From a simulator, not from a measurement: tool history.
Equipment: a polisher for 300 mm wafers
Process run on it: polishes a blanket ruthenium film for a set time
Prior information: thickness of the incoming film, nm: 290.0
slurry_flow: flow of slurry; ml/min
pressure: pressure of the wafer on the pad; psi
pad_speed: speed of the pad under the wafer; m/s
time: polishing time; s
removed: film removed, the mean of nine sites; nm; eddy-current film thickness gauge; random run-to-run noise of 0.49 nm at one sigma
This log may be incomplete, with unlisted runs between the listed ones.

| run | hour | slurry_flow | pressure | pad_speed | time | removed |
|---|---|---|---|---|---|---|
| 1 | 0 | 250 | 2.4 | 0.88 | 36 | 37.18 |
| 2 | 5.9 | 305 | 2.4 | 0.88 | 36 | 38.238 |
| 3 | 9 | 305 | 2.5 | 0.88 | 36 | 39.994 |
| 4 | 12.9 | 305 | 2.5 | 1.02 | 36 | 46.749 |
| 5 | 18.1 | 305 | 2.5 | 1.02 | 32 | 40.771 |
| 6 | 23.3 | 305 | 2.6 | 1.02 | 32 | 42.446 |
| 7 | 31.2 | 305 | 2.7 | 1.02 | 32 | 43.936 |

Expected results for the next run?
| 8 | 37.2 | 305 | 2.8 | 1.02 | 32 | ? |

Logged for run 8: removed 45.67 nm.

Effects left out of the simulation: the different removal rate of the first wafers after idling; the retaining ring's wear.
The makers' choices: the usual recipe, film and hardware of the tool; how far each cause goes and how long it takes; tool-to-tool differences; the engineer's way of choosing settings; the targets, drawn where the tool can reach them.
